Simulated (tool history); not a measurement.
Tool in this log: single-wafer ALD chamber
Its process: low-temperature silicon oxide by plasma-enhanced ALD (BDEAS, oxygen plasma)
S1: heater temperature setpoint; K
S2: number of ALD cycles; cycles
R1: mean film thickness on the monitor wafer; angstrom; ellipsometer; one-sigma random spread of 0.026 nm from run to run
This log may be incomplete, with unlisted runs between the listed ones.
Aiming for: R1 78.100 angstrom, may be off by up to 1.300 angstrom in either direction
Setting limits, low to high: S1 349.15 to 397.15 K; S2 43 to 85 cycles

Run 1, hour 0.0: S1 373.15 K, S2 64 cycles. Result: R1 95.885 angstrom.
Run 2, hour 3.8: S1 373.15 K, S2 72 cycles. Result: R1 107.710 angstrom.
Run 3, hour 8.3: S1 375.15 K, S2 69 cycles. Result: R1 102.990 angstrom.
Run 4, hour 14.0: S1 370.15 K, S2 69 cycles. Result: R1 104.680 angstrom.
Run 5, hour 19.3: S1 361.15 K, S2 69 cycles. Result: R1 107.180 angstrom.
Run 6, hour 20.9: S1 365.15 K, S2 66 cycles. Result: R1 101.800 angstrom.
Run 7, hour 24.5: S1 369.15 K, S2 64 cycles. Result: R1 97.549 angstrom.
Run 8, hour 30.0: S1 369.15 K, S2 64 cycles. Result: R1 97.026 angstrom.
Run 9, hour 36.3: S1 381.15 K, S2 54 cycles. Result: R1 79.681 angstrom.
Run 10, hour 38.1: S1 382.15 K, S2 54 cycles. Result: R1 79.682 angstrom.

Exercise: of the 5 proposed moves below, exactly one satisfies all targets within the stated allowed misses. Which move is it?
Run A, hour 39.9: S1 368.15 K, S2 51 cycles. Result: R1 ?.
Run B, hour 39.9: S1 379.15 K, S2 56 cycles. Result: R1 ?.
Run C, hour 39.9: S1 383.15 K, S2 56 cycles. Result: R1 ?.
Run D, hour 39.9: S1 377.15 K, S2 55 cycles. Result: R1 ?.
Run E, hour 39.9: S1 384.15 K, S2 56 cycles. Result: R1 ?.

move      R1
   A  77.482
   B  82.452
   C  81.926
   D  81.238
   E  81.795
A: meets every target
B: misses by more than the last run did
C: misses by more than the last run did
D: misses by more than the last run did
E: misses by more than the last run did
A is the move that brings every result within its allowed miss.
